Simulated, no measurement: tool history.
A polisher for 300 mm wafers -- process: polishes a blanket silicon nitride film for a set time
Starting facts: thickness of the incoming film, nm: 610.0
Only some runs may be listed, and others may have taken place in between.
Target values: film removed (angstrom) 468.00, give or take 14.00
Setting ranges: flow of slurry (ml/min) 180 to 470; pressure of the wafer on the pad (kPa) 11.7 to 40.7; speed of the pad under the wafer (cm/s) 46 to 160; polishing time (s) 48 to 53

run	day	flow of slurry (ml/min)	pressure of the wafer on the pad (kPa)	speed of the pad under the wafer (cm/s)	polishing time (s)	film removed (angstrom)
1	0.000	300	26.2	102	53	821.25
2	0.162	300	23.4	102	53	741.46
3	0.208	300	29.0	102	53	893.82
4	0.300	300	25.5	100	53	789.82
5	0.492	300	25.5	88	53	735.85
6	0.808	300	25.5	64	53	631.32
7	1.167	300	24.1	64	53	599.16
8	1.225	300	22.8	64	53	564.14
9	1.354	300	22.1	64	53	552.21
10	1.571	300	21.4	64	53	535.22
11	1.717	295	17.2	64	53	439.88
12	1.788	300	17.2	64	53	443.30

5 candidate next runs follow, results not yet known. Just one meets every target within its allowed miss. Identify it.
A	1.858	335	19.3	56	53	?
B	1.858	300	16.5	64	50	?
C	1.858	290	17.2	62	50	?
D	1.858	295	20.7	58	53	?
E	1.858	290	17.9	66	50	?

move	film removed (angstrom)
A	467.00
B	401.28
C	409.27
D	499.13
E	436.11
A: every result lands within tolerance
B: moves away from the targets compared with the last run
C: moves away from the targets compared with the last run
D: carries the result that was furthest off beyond its target, to the other side
E: moves away from the targets compared with the last run
Move A is the one to make.
